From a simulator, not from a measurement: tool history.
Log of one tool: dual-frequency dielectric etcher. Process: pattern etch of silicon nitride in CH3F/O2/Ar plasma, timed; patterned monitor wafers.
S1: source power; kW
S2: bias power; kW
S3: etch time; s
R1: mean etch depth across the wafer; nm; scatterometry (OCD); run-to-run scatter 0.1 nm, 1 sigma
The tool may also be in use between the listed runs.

run,hour,S1,S2,S3,R1
1,0.0,0.380,0.100,72,57.617
2,7.2,0.410,0.100,72,59.865
3,8.4,0.370,0.100,72,56.899
4,13.4,0.410,0.100,72,60.194
5,20.4,0.410,0.089,72,57.031
6,24.2,0.390,0.088,72,55.094
7,28.0,0.380,0.087,72,53.768

Run 8, settings as shown, results not yet in. Your forecast:
8,31.2,0.370,0.087,72,?

{"run 8": {"R1": 53.451}}
